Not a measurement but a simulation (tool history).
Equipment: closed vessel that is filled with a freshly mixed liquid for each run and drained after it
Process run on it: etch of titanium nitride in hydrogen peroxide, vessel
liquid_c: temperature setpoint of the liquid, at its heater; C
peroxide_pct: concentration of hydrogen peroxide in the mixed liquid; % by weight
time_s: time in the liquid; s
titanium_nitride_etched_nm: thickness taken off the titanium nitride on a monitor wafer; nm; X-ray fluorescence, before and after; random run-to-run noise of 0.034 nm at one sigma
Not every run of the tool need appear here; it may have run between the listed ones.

run    day  liquid_c  peroxide_pct  time_s  titanium_nitride_etched_nm
  1      0        52            16     170                      15.003
  2  0.354        51            16     170                      13.984
  3  0.483        51            16     170                      14.052
  4  0.829        51          13.5     170                      13.518
  5  0.896        57          13.5     170                      20.613
  6  0.967      55.5          13.5     170                      18.592
  7  1.283        54          13.5     170                       16.79
  8  1.546        54          13.5     170                      16.796
  9  1.704      52.5          13.5     170                      15.053
 10   2.05      51.5          13.5     170                      13.998

The next listed run, before its measurement:
 11  2.346      43.5          13.5     170                           ?

titanium_nitride_etched_nm: 7.7668 nm

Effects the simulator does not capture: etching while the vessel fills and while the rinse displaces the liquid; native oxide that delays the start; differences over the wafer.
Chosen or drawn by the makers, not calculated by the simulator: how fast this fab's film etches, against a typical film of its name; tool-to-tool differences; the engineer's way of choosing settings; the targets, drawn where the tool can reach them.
